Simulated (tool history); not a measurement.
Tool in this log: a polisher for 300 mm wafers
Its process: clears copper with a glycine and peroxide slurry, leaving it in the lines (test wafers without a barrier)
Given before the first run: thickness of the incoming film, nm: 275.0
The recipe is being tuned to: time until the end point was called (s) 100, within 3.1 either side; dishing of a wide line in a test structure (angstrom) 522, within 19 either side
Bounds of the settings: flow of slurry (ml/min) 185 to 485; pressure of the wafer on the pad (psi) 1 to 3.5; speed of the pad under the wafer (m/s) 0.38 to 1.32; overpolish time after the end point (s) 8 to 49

run	hour	flow of slurry (ml/min)	pressure of the wafer on the pad (psi)	speed of the pad under the wafer (m/s)	overpolish time after the end point (s)	time until the end point was called (s)	dishing of a wide line in a test structure (angstrom)
1	0	310	2.2	0.84	25	69.896	531.01
2	5.2	310	1.9	0.84	25	78.337	475.23
3	11.1	310	1.8	0.82	28	82.183	504.39
4	17.8	310	1.8	0.64	28	96.286	467.41
5	20.1	270	1.8	0.64	28	98.536	452.64
6	27	270	1.8	0.64	23	99.879	389.9
7	31.9	270	1.8	0.64	23	99.268	396.95
8	34.4	280	1.8	0.62	25	101.15	417.42
9	40	295	1.8	0.62	27	98.721	447.04
10	40.5	300	1.8	0.62	28	100.25	447.24

Which single option among these 5 for the next run brings every result within its allowed miss of target? Just one does.
A	41	350	2.4	0.46	22	?	?
B	41	360	2.4	0.44	24	?	?
C	41	245	2	0.58	34	?	?
D	41	220	1.7	0.72	24	?	?
E	41	400	1.8	0.58	23	?	?

move	time until the end point was called (s)	dishing of a wide line in a test structure (angstrom)
A	98.582	387.14
B	101.22	406.12
C	98.986	511.28
D	96.888	402.45
E	101.15	384.28
A: the biggest miss grows against the last run
B: the biggest miss grows against the last run
C: every result lands within tolerance
D: the biggest miss grows against the last run
E: the biggest miss grows against the last run
Answer: C
